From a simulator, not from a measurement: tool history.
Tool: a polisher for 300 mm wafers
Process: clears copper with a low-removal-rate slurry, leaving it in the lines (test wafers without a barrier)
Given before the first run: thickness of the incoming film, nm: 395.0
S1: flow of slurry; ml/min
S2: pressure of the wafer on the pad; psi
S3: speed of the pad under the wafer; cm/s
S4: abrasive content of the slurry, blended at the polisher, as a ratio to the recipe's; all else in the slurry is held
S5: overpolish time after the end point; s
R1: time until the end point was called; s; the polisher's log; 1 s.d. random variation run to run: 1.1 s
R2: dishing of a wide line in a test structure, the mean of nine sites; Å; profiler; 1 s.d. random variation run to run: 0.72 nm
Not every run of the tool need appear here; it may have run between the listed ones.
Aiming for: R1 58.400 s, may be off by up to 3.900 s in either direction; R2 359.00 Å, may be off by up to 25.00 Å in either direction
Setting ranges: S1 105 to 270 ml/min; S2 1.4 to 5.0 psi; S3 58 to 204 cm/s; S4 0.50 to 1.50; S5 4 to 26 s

run,hour,S1,S2,S3,S4,S5,R1,R2
1,0.0,175,3.2,130,1.00,13,91.114,290.59
2,1.7,175,3.2,150,1.00,13,82.486,321.67
3,9.7,135,3.2,150,1.00,13,82.935,307.90
4,15.8,135,3.2,150,1.20,13,81.308,327.12
5,19.7,135,3.2,150,1.20,18,80.658,385.56
6,23.3,135,2.7,150,1.20,18,96.281,355.61
7,24.8,135,3.6,152,1.20,13,73.166,353.42
8,28.6,135,3.8,152,1.20,12,69.004,355.61
9,34.8,135,4.0,152,1.20,11,63.203,335.74
10,43.8,135,4.1,152,1.20,11,65.347,332.39

Consider the 4 candidate settings below. Which is the only one whose results all fall within their allowed miss of target?
A,52.8,165,4.2,150,1.25,15,?,?
B,52.8,110,5.0,142,1.20,11,?,?
C,52.8,110,4.9,172,1.20,11,?,?
D,52.8,110,3.8,156,1.05,11,?,?

move,R1,R2
A,58.575,437.76
B,57.597,363.20
C,48.736,407.52
D,70.953,307.03
A: corrects the largest miss of the last run, while another result sits out of spec
B: all results land within tolerance of their targets
C: pushes the last run's worst result past its target
D: lands further from the targets than the last run did
B is the move that brings every result within its allowed miss.
